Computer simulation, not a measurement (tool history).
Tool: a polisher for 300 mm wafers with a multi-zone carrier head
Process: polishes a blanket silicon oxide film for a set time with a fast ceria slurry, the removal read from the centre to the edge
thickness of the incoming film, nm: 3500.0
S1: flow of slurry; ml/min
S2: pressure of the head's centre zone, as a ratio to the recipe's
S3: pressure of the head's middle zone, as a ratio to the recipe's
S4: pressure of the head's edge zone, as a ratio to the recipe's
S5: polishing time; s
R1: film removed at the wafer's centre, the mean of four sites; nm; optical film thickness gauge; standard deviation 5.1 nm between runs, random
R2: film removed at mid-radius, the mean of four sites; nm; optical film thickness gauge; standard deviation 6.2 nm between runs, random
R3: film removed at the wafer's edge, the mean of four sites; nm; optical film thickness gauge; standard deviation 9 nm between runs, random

run,day,S1,S2,S3,S4,S5,R1,R2,R3
1,0.000,305,1.00,1.00,1.00,53,619.07,621.19,614.59
2,0.054,305,1.04,1.00,1.00,53,634.61,623.92,609.06
3,0.212,310,1.03,1.01,1.03,55,653.68,649.28,636.92
4,0.450,310,1.03,1.01,1.03,49,591.18,581.37,577.79
5,0.612,310,1.03,1.01,1.03,44,521.80,523.17,505.04
6,0.833,310,1.10,1.01,1.03,44,555.48,523.39,516.70
7,0.938,305,1.08,1.02,1.06,48,600.41,573.73,576.76

What will run 8 give?
8,1.117,310,1.01,1.12,1.16,63,?,?,?

Run 8 measured R1 740.39 nm, R2 808.10 nm, R3 768.05 nm.
